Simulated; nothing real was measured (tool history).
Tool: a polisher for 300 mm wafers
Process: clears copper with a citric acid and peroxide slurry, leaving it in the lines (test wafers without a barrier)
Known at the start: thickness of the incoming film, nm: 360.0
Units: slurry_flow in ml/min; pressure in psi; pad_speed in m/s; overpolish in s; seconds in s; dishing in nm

run,hour,slurry_flow,pressure,pad_speed,slurry_solids,overpolish,seconds,dishing
1,0.0,265,3.5,1.04,1.00,22,171.39,29.300
2,6.8,265,3.5,1.20,1.00,22,150.34,31.673
3,7.6,265,4.2,1.20,1.00,22,128.76,36.810
4,9.0,265,4.2,1.42,1.00,22,108.31,41.338
5,13.3,265,4.2,1.42,1.10,22,103.79,41.102
6,14.5,265,4.2,1.42,1.10,28,107.03,48.313
7,20.6,270,3.9,1.42,1.15,26,110.04,44.281
8,25.9,275,3.7,1.42,1.20,25,117.57,41.533
9,31.6,275,3.6,1.42,1.20,23,119.33,38.550

Run 10 comes next. What will it give?
10,39.8,275,3.6,1.42,1.20,22,?,?

seconds: 118.16 s
dishing: 37.905 nm

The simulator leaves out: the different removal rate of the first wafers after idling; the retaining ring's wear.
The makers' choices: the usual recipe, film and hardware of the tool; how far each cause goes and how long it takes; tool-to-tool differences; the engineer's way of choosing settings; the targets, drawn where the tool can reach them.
